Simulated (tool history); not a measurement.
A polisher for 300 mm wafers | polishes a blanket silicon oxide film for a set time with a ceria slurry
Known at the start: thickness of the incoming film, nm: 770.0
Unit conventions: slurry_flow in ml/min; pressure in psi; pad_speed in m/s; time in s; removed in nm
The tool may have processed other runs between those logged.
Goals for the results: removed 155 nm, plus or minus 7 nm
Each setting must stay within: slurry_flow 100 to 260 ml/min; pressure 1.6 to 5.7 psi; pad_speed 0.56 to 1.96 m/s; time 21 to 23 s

| run | hour | slurry_flow | pressure | pad_speed | time | removed |
|---|---|---|---|---|---|---|
| 1 | 0 | 165 | 3.6 | 1.26 | 23 | 116.65 |
| 2 | 6.6 | 165 | 3.7 | 1.26 | 23 | 124.56 |
| 3 | 7.3 | 165 | 3.7 | 1.26 | 23 | 120.6 |
| 4 | 11.6 | 165 | 3.8 | 1.26 | 23 | 127.44 |
| 5 | 13.3 | 165 | 3.9 | 1.26 | 23 | 132.15 |
| 6 | 14.4 | 145 | 3.9 | 1.26 | 23 | 126.89 |
| 7 | 21.5 | 150 | 4 | 1.26 | 23 | 130.65 |
| 8 | 22.5 | 155 | 4.1 | 1.26 | 23 | 136.3 |
| 9 | 24.1 | 160 | 4.1 | 1.26 | 23 | 132.49 |

4 candidate next runs follow, results not yet known. Just one meets every target within its allowed miss. Identify it.
| A | 25.7 | 170 | 4.1 | 1.42 | 23 | ? |
| B | 25.7 | 145 | 4.4 | 1.56 | 23 | ? |
| C | 25.7 | 170 | 3.9 | 1.1 | 21 | ? |
| D | 25.7 | 140 | 4.2 | 1.6 | 23 | ? |

| move | removed |
|---|---|
| A | 155.03 |
| B | 176.78 |
| C | 105.25 |
| D | 171.99 |
A: every result lands within tolerance
B: the result that was furthest off in the last run now lies on the other side of its target
C: lands further from the targets than the last run did
D: the result that was furthest off in the last run now lies on the other side of its target
A meets every target.
